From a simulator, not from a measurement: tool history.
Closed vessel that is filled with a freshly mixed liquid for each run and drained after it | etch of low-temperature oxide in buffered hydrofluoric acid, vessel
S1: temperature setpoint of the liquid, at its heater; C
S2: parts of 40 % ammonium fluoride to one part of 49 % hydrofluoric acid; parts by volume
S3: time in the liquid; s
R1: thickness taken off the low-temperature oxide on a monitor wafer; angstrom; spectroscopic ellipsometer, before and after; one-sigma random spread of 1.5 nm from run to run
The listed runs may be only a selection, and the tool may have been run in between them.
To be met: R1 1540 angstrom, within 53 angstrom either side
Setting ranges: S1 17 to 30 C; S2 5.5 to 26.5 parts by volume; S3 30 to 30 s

{"run": 1, "hour": 0.0, "S1": 22, "S2": 16, "S3": 30, "R1": 910.07}
{"run": 2, "hour": 4.7, "S1": 24, "S2": 15.5, "S3": 30, "R1": 1030.9}
{"run": 3, "hour": 7.7, "S1": 21, "S2": 15.5, "S3": 30, "R1": 868.04}
{"run": 4, "hour": 14.1, "S1": 22.5, "S2": 15.5, "S3": 30, "R1": 936.68}
{"run": 5, "hour": 23.1, "S1": 22.5, "S2": 12.5, "S3": 30, "R1": 1163.5}
{"run": 6, "hour": 27.5, "S1": 22.5, "S2": 8.5, "S3": 30, "R1": 1667.8}
{"hour": 31.6, "done": "thermometer replaced"}
{"run": 7, "hour": 31.6, "S1": 22, "S2": 8.5, "S3": 30, "R1": 1721.9}
{"run": 8, "hour": 39.2, "S1": 21.5, "S2": 8.5, "S3": 30, "R1": 1679.8}
{"run": 9, "hour": 40.5, "S1": 21, "S2": 8.5, "S3": 30, "R1": 1596.6}

Exactly one of the 4 candidate moves below puts every result within its allowed miss. Which one?
{"run": "A", "hour": 41.8, "S1": 17, "S2": 8, "S3": 30, "R1": "?"}
{"run": "B", "hour": 41.8, "S1": 20, "S2": 8.5, "S3": 30, "R1": "?"}
{"run": "C", "hour": 41.8, "S1": 21.5, "S2": 8.5, "S3": 30, "R1": "?"}
{"run": "D", "hour": 41.8, "S1": 20.5, "S2": 9.5, "S3": 30, "R1": "?"}

move=A R1=1364.8
move=B R1=1514.1
move=C R1=1645.9
move=D R1=1414.3
A: moves the result that the last run missed by most past its target, out the other side
B: all results in spec
C: lands further from the targets than the last run did
D: moves the result that the last run missed by most past its target, out the other side
B meets every target.

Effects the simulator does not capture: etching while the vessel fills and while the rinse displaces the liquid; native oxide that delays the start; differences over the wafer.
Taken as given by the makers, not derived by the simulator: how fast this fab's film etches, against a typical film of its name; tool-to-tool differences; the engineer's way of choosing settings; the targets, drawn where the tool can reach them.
